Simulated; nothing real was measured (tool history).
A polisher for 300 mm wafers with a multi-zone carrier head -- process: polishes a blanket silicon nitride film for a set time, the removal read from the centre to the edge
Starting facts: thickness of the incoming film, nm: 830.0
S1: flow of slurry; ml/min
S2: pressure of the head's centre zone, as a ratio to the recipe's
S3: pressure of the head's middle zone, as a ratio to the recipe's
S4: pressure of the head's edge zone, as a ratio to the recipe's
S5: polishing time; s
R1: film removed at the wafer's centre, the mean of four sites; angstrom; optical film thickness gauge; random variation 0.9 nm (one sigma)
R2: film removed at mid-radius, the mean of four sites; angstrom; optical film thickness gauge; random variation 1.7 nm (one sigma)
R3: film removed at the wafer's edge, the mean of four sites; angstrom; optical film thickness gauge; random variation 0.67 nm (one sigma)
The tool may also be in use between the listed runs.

| run | hour | S1 | S2 | S3 | S4 | S5 | R1 | R2 | R3 |
|---|---|---|---|---|---|---|---|---|---|
| 1 | 0 | 205 | 1 | 1 | 1 | 70 | 1389.5 | 1392.3 | 1296.6 |
| 2 | 5.6 | 160 | 1 | 1 | 1 | 70 | 1316.9 | 1320.4 | 1252.5 |
| 3 | 12.8 | 160 | 1 | 1 | 1 | 53 | 987.29 | 1008 | 958.42 |
| 4 | 14.2 | 160 | 1 | 1 | 1 | 40 | 745.29 | 748.04 | 722.34 |
| 5 | 16.9 | 160 | 1 | 1 | 1 | 33 | 625.79 | 615.83 | 594.16 |
| 6 | 22.4 | 125 | 1 | 1 | 1 | 33 | 583.89 | 595.01 | 573.85 |
|  | 26.8 | edge zone pressure recalibrated |
| 7 | 26.8 | 160 | 1.01 | 1.03 | 1.04 | 36 | 678.78 | 689.88 | 703.2 |
| 8 | 32.2 | 190 | 1.03 | 1.07 | 1.03 | 38 | 765.04 | 801.71 | 760.33 |
| 9 | 37.4 | 215 | 1.06 | 1.1 | 1.04 | 39 | 822.03 | 836.61 | 787.87 |

Run 10, settings as shown, results not yet in. Your forecast:
| 10 | 38 | 235 | 1.07 | 1.12 | 1.05 | 41 | ? | ? | ? |

Run 10 gave R1 879.37 angstrom, R2 921.52 angstrom, R3 837.87 angstrom.
